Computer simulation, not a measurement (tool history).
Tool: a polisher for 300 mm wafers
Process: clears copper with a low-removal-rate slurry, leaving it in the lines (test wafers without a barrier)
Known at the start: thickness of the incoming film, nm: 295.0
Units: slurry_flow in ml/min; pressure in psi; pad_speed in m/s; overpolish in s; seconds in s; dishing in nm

run,hour,slurry_flow,pressure,pad_speed,slurry_solids,overpolish,seconds,dishing
1,0.0,175,3.3,0.98,1.00,13,94.130,15.439
2,4.9,175,3.3,0.98,1.10,13,91.902,15.495
3,11.9,175,3.0,0.96,1.10,12,101.130,14.876
4,16.7,145,3.0,0.96,1.10,12,103.810,14.945
5,21.6,165,2.8,0.92,1.05,11,110.480,13.810
6,29.8,165,2.6,0.88,1.05,10,119.440,12.902

The next listed run, before its measurement:
7,33.9,165,2.4,0.86,1.05,9,?,?

{"run 7": {"seconds": 125.52, "dishing": 11.666}}

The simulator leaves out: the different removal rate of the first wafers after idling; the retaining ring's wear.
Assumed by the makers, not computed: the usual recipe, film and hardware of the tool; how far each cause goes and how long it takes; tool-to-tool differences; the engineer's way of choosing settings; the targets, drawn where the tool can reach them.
